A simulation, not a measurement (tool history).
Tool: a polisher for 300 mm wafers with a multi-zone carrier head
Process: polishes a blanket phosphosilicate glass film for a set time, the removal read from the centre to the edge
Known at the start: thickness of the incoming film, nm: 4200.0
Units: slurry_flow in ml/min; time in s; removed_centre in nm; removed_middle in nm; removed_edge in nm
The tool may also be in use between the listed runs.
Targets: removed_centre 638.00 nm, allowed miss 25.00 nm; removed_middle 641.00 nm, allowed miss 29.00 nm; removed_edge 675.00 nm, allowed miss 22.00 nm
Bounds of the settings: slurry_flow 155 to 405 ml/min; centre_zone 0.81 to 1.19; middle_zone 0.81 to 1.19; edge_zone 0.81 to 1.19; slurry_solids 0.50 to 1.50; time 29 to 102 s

run  hour  slurry_flow  centre_zone  middle_zone  edge_zone  slurry_solids  time  removed_centre  removed_middle  removed_edge
  1   0.0          260         1.00         1.00       1.00           1.00    65          524.91          531.98        549.23
  2   4.6          260         1.01         1.01       1.02           1.05    65          532.62          555.36        574.62
  3  12.6          260         1.01         1.01       1.02           1.05    53          431.44          454.61        466.65
  4  19.6          260         1.01         1.01       1.02           0.90    53          414.10          430.07        429.99
  5  23.0          260         1.01         1.01       1.02           0.90    68          518.54          537.81        545.20
  6  27.7          220         1.01         1.01       1.02           0.90    68          504.66          533.37        543.48
  7  30.6          225         1.02         1.01       1.03           0.95    68          539.01          543.25        563.81
  8  34.1          225         1.03         1.02       1.04           1.00    68          554.72          561.40        576.59

Which of these 5 next moves meets every target?
  A  37.6          215         1.05         1.02       1.08           1.15    73               ?               ?             ?
  B  37.6          200         1.13         1.04       1.13           1.05    71               ?               ?             ?
  C  37.6          210         1.07         1.05       1.15           1.05    54               ?               ?             ?
  D  37.6          190         0.88         0.85       1.16           1.15    69               ?               ?             ?
  E  37.6          225         0.88         0.89       1.10           1.05    66               ?               ?             ?

move  removed_centre  removed_middle  removed_edge
   A          628.72          647.76        672.70
   B          626.38          609.59        638.96
   C          454.39          470.74        492.79
   D          487.20          517.16        652.45
   E          460.15          505.90        594.04
A: meets every target
B: nearer than the last run, and not there yet
C: further off than the last run
D: further off than the last run
E: further off than the last run
Answer: A
